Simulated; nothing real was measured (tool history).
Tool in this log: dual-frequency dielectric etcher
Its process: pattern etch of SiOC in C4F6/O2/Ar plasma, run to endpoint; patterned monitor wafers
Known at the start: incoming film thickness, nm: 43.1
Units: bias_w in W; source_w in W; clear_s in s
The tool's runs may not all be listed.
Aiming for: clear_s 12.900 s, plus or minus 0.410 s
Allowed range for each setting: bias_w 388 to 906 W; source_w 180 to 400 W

| run | hour | bias_w | source_w | clear_s |
|---|---|---|---|---|
| 1 | 0.0 | 647 | 290 | 15.403 |
| 2 | 6.8 | 647 | 310 | 14.582 |
| 3 | 13.5 | 666 | 310 | 14.482 |
| 4 | 21.9 | 626 | 310 | 15.006 |
| 5 | 25.9 | 626 | 340 | 14.262 |
| 6 | 34.0 | 641 | 340 | 14.287 |
| 7 | 41.0 | 658 | 340 | 14.076 |
| 8 | 43.6 | 672 | 340 | 13.850 |
| 9 | 50.3 | 767 | 360 | 12.475 |
| 10 | 56.9 | 762 | 360 | 12.188 |

Which one of the following 4 next-run settings gets every result inside its allowed miss? There is exactly one.
| A | 63.5 | 869 | 350 | ? |
| B | 63.5 | 860 | 330 | ? |
| C | 63.5 | 771 | 370 | ? |
| D | 63.5 | 713 | 350 | ? |

| move | clear_s |
|---|---|
| A | 11.734 |
| B | 12.175 |
| C | 12.211 |
| D | 13.160 |
A: its largest miss is bigger than the last run's
B: neither nearer nor further off than the last run
C: neither nearer nor further off than the last run
D: every result lands within tolerance
D is the move that brings every result within its allowed miss.
